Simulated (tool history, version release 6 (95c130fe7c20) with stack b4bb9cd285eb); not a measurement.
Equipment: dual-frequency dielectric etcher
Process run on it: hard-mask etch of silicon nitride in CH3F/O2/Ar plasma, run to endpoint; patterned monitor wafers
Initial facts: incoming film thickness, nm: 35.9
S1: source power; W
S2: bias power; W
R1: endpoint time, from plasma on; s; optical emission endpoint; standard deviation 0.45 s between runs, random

Run 1, hour 0: S1 370 W, S2 95 W. Result: R1 45.371 s.
Run 2, hour 3.4: S1 410 W, S2 95 W. Result: R1 44.838 s.
Run 3, hour 7.3: S1 360 W, S2 95 W. Result: R1 46.573 s.
Run 4, hour 12.3: S1 380 W, S2 95 W. Result: R1 45.743 s.
Run 5, hour 17: S1 370 W, S2 91 W. Result: R1 47.115 s.
Run 6, hour 24.8: S1 310 W, S2 91 W. Result: R1 50.234 s.
Run 7, hour 30.3: S1 300 W, S2 90 W. Result: R1 50.508 s.

Predict the results of run 8:
Run 8, hour 34.8: S1 250 W, S2 80 W. Result: R1 ?.

Logged for run 8: R1 58.526 s.
